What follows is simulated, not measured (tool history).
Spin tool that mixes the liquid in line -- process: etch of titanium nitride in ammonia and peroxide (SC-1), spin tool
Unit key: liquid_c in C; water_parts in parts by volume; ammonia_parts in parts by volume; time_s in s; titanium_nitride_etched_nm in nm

run  hour  liquid_c  water_parts  ammonia_parts  time_s  titanium_nitride_etched_nm
  1   0.0      49.0          8.5           0.85     325                      14.892
  2   3.8      51.5          8.5           0.85     325                      17.846
  3   8.8      51.5          7.5           0.85     325                      18.982
  4  15.4      57.0          7.5           0.85     325                      27.572
  5  20.6      57.0          7.5           0.60     325                      26.037
  6  22.8      52.0          7.5           0.60     325                      18.634
  7  24.3      54.0          7.5           0.60     325                      21.385
  8  30.6      55.5          7.5           0.60     325                      23.636
  9  32.2      56.5          7.5           0.60     325                      25.286
 10  36.4      57.5          7.5           0.60     325                      26.863
 11  44.7      58.0          7.5           0.60     325                      27.795
 12  51.9      58.5          7.5           0.60     325                      28.955

Run 13 has not been measured yet. What should we expect?
 13  60.7      59.0          7.5           0.60     325                           ?

{"run 13": {"titanium_nitride_etched_nm": 29.896}}
